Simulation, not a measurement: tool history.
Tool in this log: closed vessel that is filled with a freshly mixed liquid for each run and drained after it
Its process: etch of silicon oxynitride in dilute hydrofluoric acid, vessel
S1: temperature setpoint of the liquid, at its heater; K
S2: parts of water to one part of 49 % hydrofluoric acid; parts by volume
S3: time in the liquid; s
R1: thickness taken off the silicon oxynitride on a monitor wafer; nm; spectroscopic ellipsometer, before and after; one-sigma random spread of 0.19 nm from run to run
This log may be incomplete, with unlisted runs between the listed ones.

run 1 hour=0 | S1=297.15 S2=50 S3=305 | R1=20.978
run 2 hour=4.6 | S1=297.15 S2=50 S3=330 | R1=22.688
run 3 hour=9.1 | S1=297.65 S2=50 S3=330 | R1=23.196
run 4 hour=15.5 | S1=297.65 S2=40 S3=330 | R1=29.152
run 5 hour=22.2 | S1=295.15 S2=40 S3=330 | R1=25.57
run 6 hour=27 | S1=292.65 S2=40 S3=330 | R1=22.92
run 7 hour=28.6 | S1=293.15 S2=40 S3=330 | R1=23.359
run 8 hour=37.8 | S1=293.65 S2=40 S3=330 | R1=23.755
run 9 hour=44 | S1=294.15 S2=40 S3=330 | R1=24.934
run 10 hour=52.3 | S1=294.65 S2=40 S3=330 | R1=25.187

The next listed run, before its measurement:
run 11 hour=61.3 | S1=294.65 S2=40 S3=330 | R1=?

Run 11 produced R1 25.296 nm.
